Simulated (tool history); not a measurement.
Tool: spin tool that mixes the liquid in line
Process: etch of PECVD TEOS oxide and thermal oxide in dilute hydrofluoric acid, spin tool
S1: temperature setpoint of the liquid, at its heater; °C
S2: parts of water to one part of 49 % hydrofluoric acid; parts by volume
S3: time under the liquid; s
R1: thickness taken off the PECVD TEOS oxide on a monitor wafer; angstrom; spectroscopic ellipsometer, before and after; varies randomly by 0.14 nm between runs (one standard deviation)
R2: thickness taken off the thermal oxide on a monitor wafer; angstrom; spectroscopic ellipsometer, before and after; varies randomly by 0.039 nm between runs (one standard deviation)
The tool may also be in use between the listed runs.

| run | hour | S1 | S2 | S3 | R1 | R2 |
|---|---|---|---|---|---|---|
| 1 | 0 | 23 | 110 | 65 | 140.11 | 29.276 |
| 2 | 8.9 | 24 | 110 | 65 | 145.87 | 30.106 |
| 3 | 16 | 24 | 90 | 65 | 181.56 | 38.053 |
| 4 | 21.8 | 24.5 | 90 | 65 | 188.59 | 38.514 |
| 5 | 26.5 | 24.5 | 110 | 65 | 150.74 | 30.969 |
| 6 | 34 | 24.5 | 90 | 65 | 185.66 | 38.771 |
| 7 | 40.5 | 25 | 90 | 65 | 191.07 | 39.372 |
| 8 | 44.6 | 25.5 | 90 | 65 | 193.59 | 40.373 |
| 9 | 50.2 | 26 | 90 | 65 | 199.03 | 40.784 |
| 10 | 51.8 | 26.5 | 90 | 65 | 200.5 | 42.103 |
| 11 | 57.5 | 27 | 90 | 65 | 204.38 | 42.518 |
| 12 | 60.1 | 27.5 | 90 | 65 | 209.24 | 43.394 |
| 13 | 61.3 | 28 | 90 | 65 | 212.16 | 44.345 |

Forecast run 14:
| 14 | 64.6 | 29 | 90 | 65 | ? | ? |

Run 14 came out at R1 220.44 angstrom, R2 45.677 angstrom.
